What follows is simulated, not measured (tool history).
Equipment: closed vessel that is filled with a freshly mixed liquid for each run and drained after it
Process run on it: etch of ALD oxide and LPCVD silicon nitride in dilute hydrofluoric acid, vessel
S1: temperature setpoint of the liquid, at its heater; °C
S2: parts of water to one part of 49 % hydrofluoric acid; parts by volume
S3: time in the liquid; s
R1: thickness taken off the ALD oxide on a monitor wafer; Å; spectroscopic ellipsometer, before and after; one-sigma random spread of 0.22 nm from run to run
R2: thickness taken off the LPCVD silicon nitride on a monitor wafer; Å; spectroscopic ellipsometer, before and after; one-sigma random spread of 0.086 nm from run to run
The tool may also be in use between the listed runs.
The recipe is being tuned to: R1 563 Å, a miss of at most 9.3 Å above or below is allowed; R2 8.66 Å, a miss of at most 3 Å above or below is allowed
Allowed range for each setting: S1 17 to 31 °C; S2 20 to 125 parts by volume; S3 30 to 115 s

run,hour,S1,S2,S3,R1,R2
1,0,23,70,60,273.69,4.284
2,3.9,25.5,70,60,303.52,4.5464
3,13,25.5,90,60,226.36,3.8106
4,20.5,25.5,100,60,203.57,3.7411
5,25.9,26.5,90,60,236.22,4.4278
6,33.7,27.5,80,60,280.49,4.0848
7,41.2,27.5,80,60,281.18,4.8736
8,49.2,28,70,60,330.14,5.2534
9,52.4,28.5,65,60,367.2,5.8527
10,58.6,29,60,60,410.98,7.1542
11,63.6,29.5,55,60,458.85,7.8595
12,66.4,30,55,60,471,8.5025
13,70.5,30.5,50,60,528.18,10.164
14,74.6,30.5,45,60,591.47,8.9594

Which single option among these 4 for the next run brings every result within its allowed miss of target? Just one does.
A,78.7,29,35,45,?,?
B,78.7,28.5,45,60,?,?
C,78.7,27,60,85,?,?
D,78.7,27,35,50,?,?

move,R1,R2
A,544.96,10.195
B,545.64,10.282
C,534.35,9.9422
D,558.48,9.927
A: pushes the last run's worst result past its target
B: pushes the last run's worst result past its target
C: pushes the last run's worst result past its target
D: all results land within tolerance of their targets
Correct choice: D, which meets every target
